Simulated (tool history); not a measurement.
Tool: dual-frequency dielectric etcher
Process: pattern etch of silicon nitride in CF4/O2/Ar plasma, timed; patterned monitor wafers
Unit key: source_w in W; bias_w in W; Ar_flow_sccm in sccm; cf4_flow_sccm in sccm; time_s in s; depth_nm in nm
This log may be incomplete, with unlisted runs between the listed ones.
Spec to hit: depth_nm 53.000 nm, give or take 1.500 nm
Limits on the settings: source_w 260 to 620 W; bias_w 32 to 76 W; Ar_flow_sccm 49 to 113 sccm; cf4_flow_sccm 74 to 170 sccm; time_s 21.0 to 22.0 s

| run | hour | source_w | bias_w | Ar_flow_sccm | cf4_flow_sccm | time_s | depth_nm |
|---|---|---|---|---|---|---|---|
| 1 | 0.0 | 440 | 54 | 81 | 122 | 21.0 | 38.180 |
| 2 | 6.0 | 440 | 54 | 69 | 122 | 21.0 | 38.501 |
| 3 | 12.3 | 490 | 55 | 69 | 122 | 21.0 | 41.895 |
| 4 | 18.1 | 490 | 55 | 60 | 122 | 21.0 | 42.304 |
| 5 | 23.4 | 530 | 56 | 60 | 123 | 21.0 | 45.161 |
| 6 | 25.2 | 600 | 56 | 60 | 123 | 21.0 | 49.670 |
| 7 | 27.3 | 610 | 57 | 60 | 124 | 21.0 | 50.479 |
| 8 | 31.0 | 610 | 58 | 59 | 125 | 21.0 | 50.928 |
| 9 | 38.4 | 610 | 59 | 59 | 125 | 21.0 | 51.257 |

Which of these 4 next moves meets every target?
| A | 45.8 | 620 | 62 | 58 | 133 | 22.0 | ? |
| B | 45.8 | 610 | 59 | 58 | 125 | 21.5 | ? |
| C | 45.8 | 570 | 59 | 62 | 118 | 21.5 | ? |
| D | 45.8 | 600 | 54 | 63 | 134 | 21.0 | ? |

| move | depth_nm |
|---|---|
| A | 55.515 |
| B | 52.426 |
| C | 49.327 |
| D | 49.061 |
A: takes the result that was furthest off past its target
B: all results land within tolerance of their targets
C: its largest miss is bigger than the last run's
D: its largest miss is bigger than the last run's
The move that meets every target is B.

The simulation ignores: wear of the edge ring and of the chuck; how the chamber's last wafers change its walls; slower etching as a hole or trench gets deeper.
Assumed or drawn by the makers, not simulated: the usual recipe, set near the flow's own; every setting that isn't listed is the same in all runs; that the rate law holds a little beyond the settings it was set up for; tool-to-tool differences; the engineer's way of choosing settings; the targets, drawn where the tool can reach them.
